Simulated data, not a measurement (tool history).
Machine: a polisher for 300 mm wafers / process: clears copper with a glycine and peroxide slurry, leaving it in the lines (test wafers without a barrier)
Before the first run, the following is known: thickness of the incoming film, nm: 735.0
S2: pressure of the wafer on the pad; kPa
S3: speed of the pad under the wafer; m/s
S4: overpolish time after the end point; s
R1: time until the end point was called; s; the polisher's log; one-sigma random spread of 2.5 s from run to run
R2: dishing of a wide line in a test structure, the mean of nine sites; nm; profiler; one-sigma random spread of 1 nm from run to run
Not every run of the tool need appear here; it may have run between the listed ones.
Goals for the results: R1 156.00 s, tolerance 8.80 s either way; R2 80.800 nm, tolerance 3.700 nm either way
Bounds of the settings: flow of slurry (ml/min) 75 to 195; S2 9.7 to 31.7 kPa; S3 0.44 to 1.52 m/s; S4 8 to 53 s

run 1 day=0.000 | flow_of_slurry_(ml/min)=125 S2=20.7 S3=0.98 S4=27 | R1=106.74 R2=80.839
run 2 day=0.138 | flow_of_slurry_(ml/min)=125 S2=20.7 S3=0.80 S4=27 | R1=119.04 R2=77.519
run 3 day=0.379 | flow_of_slurry_(ml/min)=125 S2=20.7 S3=0.80 S4=38 | R1=118.46 R2=92.215
run 4 day=0.583 | flow_of_slurry_(ml/min)=105 S2=20.7 S3=0.80 S4=38 | R1=122.71 R2=90.484
run 5 day=0.892 | flow_of_slurry_(ml/min)=120 S2=20.7 S3=0.80 S4=38 | R1=115.06 R2=93.325
run 6 day=1.221 | flow_of_slurry_(ml/min)=115 S2=20.0 S3=0.80 S4=39 | R1=123.94 R2=94.634
run 7 day=1.579 | flow_of_slurry_(ml/min)=115 S2=19.3 S3=0.80 S4=38 | R1=129.28 R2=89.594
run 8 day=1.946 | flow_of_slurry_(ml/min)=115 S2=18.6 S3=0.80 S4=38 | R1=129.08 R2=86.720
run 9 day=2.125 | flow_of_slurry_(ml/min)=100 S2=14.5 S3=0.74 S4=42 | R1=172.99 R2=79.064
-- day=2.429 head pressure recalibrated
run 10 day=2.429 | flow_of_slurry_(ml/min)=105 S2=14.5 S3=0.74 S4=42 | R1=178.25 R2=75.428
run 11 day=2.746 | flow_of_slurry_(ml/min)=105 S2=15.2 S3=0.74 S4=42 | R1=169.64 R2=78.163

Next run, 4 choices. One meets every target within its allowed miss, the rest don't. Which?
run A day=3.062 | flow_of_slurry_(ml/min)=85 S2=16.5 S3=0.94 S4=31 | R1=? R2=?
run B day=3.062 | flow_of_slurry_(ml/min)=110 S2=13.1 S3=0.70 S4=45 | R1=? R2=?
run C day=3.062 | flow_of_slurry_(ml/min)=125 S2=14.5 S3=0.92 S4=35 | R1=? R2=?
run D day=3.062 | flow_of_slurry_(ml/min)=100 S2=16.5 S3=0.80 S4=41 | R1=? R2=?

move=A R1=152.50 R2=71.789
move=B R1=194.84 R2=75.583
move=C R1=156.16 R2=74.506
move=D R1=157.91 R2=82.278
A: brings the last run's worst result on target, with another outside its allowed miss
B: misses by more than the last run did
C: brings the last run's worst result on target, with another outside its allowed miss
D: every result within its allowed miss
Go with D: it meets all targets.
